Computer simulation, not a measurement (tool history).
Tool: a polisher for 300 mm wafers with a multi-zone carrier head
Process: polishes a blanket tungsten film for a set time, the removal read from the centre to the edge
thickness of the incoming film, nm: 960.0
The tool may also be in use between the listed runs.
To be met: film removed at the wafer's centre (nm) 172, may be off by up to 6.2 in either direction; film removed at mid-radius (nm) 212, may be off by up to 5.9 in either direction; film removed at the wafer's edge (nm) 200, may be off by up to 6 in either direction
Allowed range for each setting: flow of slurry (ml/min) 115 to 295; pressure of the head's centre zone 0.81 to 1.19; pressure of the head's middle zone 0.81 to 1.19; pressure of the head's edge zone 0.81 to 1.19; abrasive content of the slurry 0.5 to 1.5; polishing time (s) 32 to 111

run    day  flow of slurry (ml/min)  pressure of the head's centre zone  pressure of the head's middle zone  pressure of the head's edge zone  abrasive content of the slurry  polishing time (s)  film removed at the wafer's centre (nm)  film removed at mid-radius (nm)  film removed at the wafer's edge (nm)
  1      0                      190                                   1                                   1                                 1                               1                  71                                   323.92                           328.95                                 322.57
  2  0.329                      185                                0.98                                   1                              0.99                            0.95                  69                                   304.93                           310.58                                 302.07
  3  0.575                      180                                0.96                                1.01                                 1                             0.9                  67                                   278.85                           304.16                                 295.06
  4  0.783                      180                                0.88                                1.01                                 1                             0.9                  67                                    261.2                           302.21                                 291.03
  5    0.9                      180                                0.88                                1.01                                 1                             0.9                  54                                   207.13                           239.68                                 237.03
  6  0.958                      180                                0.96                                1.01                                 1                             0.9                  54                                    227.9                            242.1                                 237.21
  7  1.175                      175                                0.94                                1.01                              0.99                            0.85                  54                                   221.87                           243.18                                 231.85
  8  1.533                      170                                0.92                                   1                              0.99                             0.8                  54                                   210.22                           236.54                                 227.38
  9  1.742                      165                                0.91                                0.99                              0.98                             0.8                  54                                   207.63                           232.33                                 229.69
 10    1.9                      160                                0.83                                1.03                               0.9                            0.55                  50                                   159.54                              207                                 188.13
 11  2.067                      165                                0.83                                1.03                              0.91                            0.55                  50                                   162.19                            210.9                                 189.29

Which one of the following 5 next-run settings gets every result inside its allowed miss? There is exactly one.
  A  2.233                      175                                0.81                                1.07                                 1                            0.65                  48                                        ?                                ?                                      ?
  B  2.233                      185                                0.96                                1.17                              0.82                             0.5                  47                                        ?                                ?                                      ?
  C  2.233                      150                                0.85                                0.94                              0.93                             0.6                  53                                        ?                                ?                                      ?
  D  2.233                      200                                0.83                                   1                              0.94                             0.6                  50                                        ?                                ?                                      ?
  E  2.233                      195                                0.83                                 1.1                              0.84                             0.5                  47                                        ?                                ?                                      ?

move  film removed at the wafer's centre (nm)  film removed at mid-radius (nm)  film removed at the wafer's edge (nm)
   A                                   162.52                           215.17                                 195.75
   B                                   182.93                            219.2                                 168.44
   C                                   179.26                           204.44                                 201.72
   D                                   175.47                           213.97                                 198.76
   E                                   159.45                           210.22                                  171.5
A: corrects the largest miss of the last run, while another result sits out of spec
B: further off than the last run
C: corrects the largest miss of the last run, while another result sits out of spec
D: all results land within tolerance of their targets
E: further off than the last run
Answer: D
